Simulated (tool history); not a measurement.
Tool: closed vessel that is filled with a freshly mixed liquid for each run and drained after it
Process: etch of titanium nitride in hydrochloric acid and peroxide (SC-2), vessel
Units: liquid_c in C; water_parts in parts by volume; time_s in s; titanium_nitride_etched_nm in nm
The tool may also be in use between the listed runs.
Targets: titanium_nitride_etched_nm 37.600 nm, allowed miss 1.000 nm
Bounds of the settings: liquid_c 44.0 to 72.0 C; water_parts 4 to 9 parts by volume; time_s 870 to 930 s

run  hour  liquid_c  water_parts  time_s  titanium_nitride_etched_nm
  1   0.0      60.0            5     870                      63.787
  2   7.8      60.0            5     870                      63.191
  3  13.4      60.0            4     870                      73.342
  4  17.6      56.5            4     870                      59.248
  5  23.9      62.0            4     870                      82.613
  6  31.9      57.5            4     870                      63.118
  7  35.9      57.5            4     870                      63.129
  8  42.6      54.5            4     870                      52.504
  9  43.7      48.0            4     870                      33.294
 10  53.2      48.5            4     870                      35.044
 11  56.1      49.0            4     870                      36.190

Which of these 4 next moves meets every target?
  A  59.0      50.0            5     930                           ?
  B  59.0      48.5            4     930                           ?
  C  59.0      51.0            4     870                           ?
  D  59.0      50.0            4     900                           ?

move  titanium_nitride_etched_nm
   A                      35.714
   B                      37.683
   C                      41.657
   D                      40.322
A: further off than the last run
B: meets every target
C: takes the result that was furthest off past its target
D: takes the result that was furthest off past its target
The right move is B.
